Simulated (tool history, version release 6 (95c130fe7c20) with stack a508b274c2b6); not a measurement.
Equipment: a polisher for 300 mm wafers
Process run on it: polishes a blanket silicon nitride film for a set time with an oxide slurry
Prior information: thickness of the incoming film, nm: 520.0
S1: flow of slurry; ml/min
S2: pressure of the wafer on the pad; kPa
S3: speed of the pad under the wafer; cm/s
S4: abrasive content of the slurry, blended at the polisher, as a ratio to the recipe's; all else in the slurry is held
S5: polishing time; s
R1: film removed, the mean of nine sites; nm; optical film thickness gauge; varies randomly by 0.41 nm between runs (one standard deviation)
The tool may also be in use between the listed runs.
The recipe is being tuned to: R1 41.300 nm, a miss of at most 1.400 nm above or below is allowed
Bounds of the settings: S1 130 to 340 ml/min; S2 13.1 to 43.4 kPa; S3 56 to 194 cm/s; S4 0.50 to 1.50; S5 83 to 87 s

run,hour,S1,S2,S3,S4,S5,R1
1,0.0,220,28.3,124,1.00,83,58.283
2,6.8,220,26.9,124,1.00,83,55.053
3,11.8,220,25.5,124,1.00,83,52.177
4,16.4,220,24.8,124,1.00,83,50.393
5,25.2,195,24.8,124,1.00,83,50.890
6,25.8,195,24.1,124,1.00,83,48.955
7,26.5,195,23.4,124,1.00,83,47.627
8,30.9,195,22.8,124,1.00,83,45.534
9,34.2,195,21.4,124,1.00,83,43.604

Below are 4 possible settings for the next run. Only one of them brings all results inside the allowed miss of their targets. Which is it?
A,37.5,160,24.1,114,1.00,87,?
B,37.5,130,19.3,178,0.85,87,?
C,37.5,170,19.3,132,0.95,86,?
D,37.5,205,22.8,120,1.05,87,?

move,R1
A,46.457
B,46.800
C,40.796
D,48.364
A: the biggest miss grows against the last run
B: the biggest miss grows against the last run
C: every result within its allowed miss
D: the biggest miss grows against the last run
The right move is C.

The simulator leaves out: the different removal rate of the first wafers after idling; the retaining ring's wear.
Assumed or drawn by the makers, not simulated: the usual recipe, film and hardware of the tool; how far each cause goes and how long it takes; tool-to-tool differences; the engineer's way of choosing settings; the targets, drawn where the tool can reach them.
